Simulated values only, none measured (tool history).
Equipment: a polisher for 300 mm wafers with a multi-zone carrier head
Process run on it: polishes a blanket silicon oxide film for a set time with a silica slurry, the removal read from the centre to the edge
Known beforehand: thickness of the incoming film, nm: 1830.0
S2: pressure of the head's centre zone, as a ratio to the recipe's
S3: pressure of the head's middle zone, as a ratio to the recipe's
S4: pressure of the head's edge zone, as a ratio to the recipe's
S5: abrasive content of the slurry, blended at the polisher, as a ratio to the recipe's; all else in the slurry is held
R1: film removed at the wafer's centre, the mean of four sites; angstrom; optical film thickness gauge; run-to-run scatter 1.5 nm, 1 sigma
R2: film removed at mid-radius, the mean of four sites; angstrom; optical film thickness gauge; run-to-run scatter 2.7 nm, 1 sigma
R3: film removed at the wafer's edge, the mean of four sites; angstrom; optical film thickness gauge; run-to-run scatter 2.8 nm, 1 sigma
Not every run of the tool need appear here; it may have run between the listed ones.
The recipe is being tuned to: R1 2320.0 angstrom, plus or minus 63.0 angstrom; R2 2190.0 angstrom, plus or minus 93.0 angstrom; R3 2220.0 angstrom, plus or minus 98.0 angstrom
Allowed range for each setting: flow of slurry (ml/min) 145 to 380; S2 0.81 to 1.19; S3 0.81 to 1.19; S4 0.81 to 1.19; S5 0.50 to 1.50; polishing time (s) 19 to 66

{"run": 1, "hour": 0.0, "flow of slurry (ml/min)": 245, "S2": 1.0, "S3": 1.0, "S4": 1.0, "S5": 1.0, "polishing time (s)": 42, "R1": 1590.1, "R2": 1622.8, "R3": 1610.3}
{"run": 2, "hour": 3.9, "flow of slurry (ml/min)": 245, "S2": 0.95, "S3": 1.0, "S4": 1.0, "S5": 1.0, "polishing time (s)": 42, "R1": 1534.7, "R2": 1598.2, "R3": 1629.4}
{"run": 3, "hour": 11.2, "flow of slurry (ml/min)": 245, "S2": 0.95, "S3": 1.0, "S4": 1.0, "S5": 1.1, "polishing time (s)": 42, "R1": 1573.5, "R2": 1675.4, "R3": 1683.6}
{"run": 4, "hour": 16.8, "flow of slurry (ml/min)": 245, "S2": 0.95, "S3": 1.0, "S4": 0.94, "S5": 1.1, "polishing time (s)": 42, "R1": 1559.8, "R2": 1702.9, "R3": 1637.8}
{"run": 5, "hour": 25.0, "flow of slurry (ml/min)": 280, "S2": 0.95, "S3": 1.0, "S4": 0.94, "S5": 1.1, "polishing time (s)": 42, "R1": 1608.2, "R2": 1705.2, "R3": 1639.8}
{"run": 6, "hour": 31.2, "flow of slurry (ml/min)": 280, "S2": 0.95, "S3": 1.0, "S4": 0.94, "S5": 1.0, "polishing time (s)": 42, "R1": 1541.3, "R2": 1620.2, "R3": 1566.4}
{"run": 7, "hour": 38.2, "flow of slurry (ml/min)": 280, "S2": 0.98, "S3": 1.0, "S4": 0.97, "S5": 1.1, "polishing time (s)": 42, "R1": 1667.3, "R2": 1681.6, "R3": 1686.2}
{"run": 8, "hour": 41.8, "flow of slurry (ml/min)": 305, "S2": 1.08, "S3": 1.1, "S4": 1.07, "S5": 1.35, "polishing time (s)": 42, "R1": 1966.2, "R2": 2025.8, "R3": 1838.5}
{"run": 9, "hour": 48.8, "flow of slurry (ml/min)": 305, "S2": 1.08, "S3": 1.1, "S4": 1.07, "S5": 1.35, "polishing time (s)": 42, "R1": 1936.2, "R2": 1958.8, "R3": 1808.9}
{"run": 10, "hour": 53.6, "flow of slurry (ml/min)": 305, "S2": 1.08, "S3": 1.09, "S4": 1.08, "S5": 1.4, "polishing time (s)": 43, "R1": 2022.8, "R2": 1998.7, "R3": 1910.1}
{"run": 11, "hour": 54.8, "flow of slurry (ml/min)": 305, "S2": 1.08, "S3": 1.09, "S4": 1.09, "S5": 1.4, "polishing time (s)": 44, "R1": 2063.6, "R2": 2096.5, "R3": 1992.4}
{"run": 12, "hour": 56.6, "flow of slurry (ml/min)": 305, "S2": 1.09, "S3": 1.09, "S4": 1.1, "S5": 1.4, "polishing time (s)": 44, "R1": 2066.4, "R2": 2126.2, "R3": 1955.9}
{"run": 13, "hour": 62.5, "flow of slurry (ml/min)": 305, "S2": 1.09, "S3": 1.07, "S4": 1.1, "S5": 1.4, "polishing time (s)": 45, "R1": 2111.4, "R2": 2050.4, "R3": 2019.4}
{"run": 14, "hour": 63.1, "flow of slurry (ml/min)": 305, "S2": 1.09, "S3": 1.07, "S4": 1.11, "S5": 1.4, "polishing time (s)": 45, "R1": 2161.0, "R2": 2099.8, "R3": 2019.7}
{"run": 15, "hour": 70.8, "flow of slurry (ml/min)": 305, "S2": 1.09, "S3": 1.06, "S4": 1.11, "S5": 1.4, "polishing time (s)": 45, "R1": 2136.1, "R2": 2062.7, "R3": 2039.4}
{"run": 16, "hour": 74.8, "flow of slurry (ml/min)": 305, "S2": 1.09, "S3": 1.06, "S4": 1.12, "S5": 1.4, "polishing time (s)": 45, "R1": 2161.4, "R2": 2061.0, "R3": 2078.4}
{"run": 17, "hour": 81.9, "flow of slurry (ml/min)": 310, "S2": 1.1, "S3": 1.06, "S4": 1.13, "S5": 1.4, "polishing time (s)": 45, "R1": 2148.6, "R2": 2067.3, "R3": 2041.6}
{"run": 18, "hour": 88.4, "flow of slurry (ml/min)": 310, "S2": 1.1, "S3": 1.06, "S4": 1.14, "S5": 1.45, "polishing time (s)": 46, "R1": 2235.8, "R2": 2120.2, "R3": 2095.1}

Which of these 4 next moves meets every target?
{"run": "A", "hour": 94.9, "flow of slurry (ml/min)": 325, "S2": 1.08, "S3": 1.12, "S4": 1.14, "S5": 1.35, "polishing time (s)": 50, "R1": "?", "R2": "?", "R3": "?"}
{"run": "B", "hour": 94.9, "flow of slurry (ml/min)": 275, "S2": 1.07, "S3": 1.0, "S4": 1.09, "S5": 1.5, "polishing time (s)": 49, "R1": "?", "R2": "?", "R3": "?"}
{"run": "C", "hour": 94.9, "flow of slurry (ml/min)": 335, "S2": 1.19, "S3": 1.09, "S4": 1.12, "S5": 1.45, "polishing time (s)": 43, "R1": "?", "R2": "?", "R3": "?"}
{"run": "D", "hour": 94.9, "flow of slurry (ml/min)": 320, "S2": 1.19, "S3": 1.15, "S4": 1.14, "S5": 1.5, "polishing time (s)": 43, "R1": "?", "R2": "?", "R3": "?"}

move=A R1=2347.4 R2=2407.8 R3=2262.3
move=B R1=2319.1 R2=2185.3 R3=2238.2
move=C R1=2281.4 R2=2072.4 R3=1982.0
move=D R1=2297.6 R2=2185.2 R3=2007.9
A: the worst result of the last run now meets its target, but another is out of spec
B: meets every target
C: the worst result of the last run now meets its target, but another is out of spec
D: the worst result of the last run now meets its target, but another is out of spec
The right move is B.
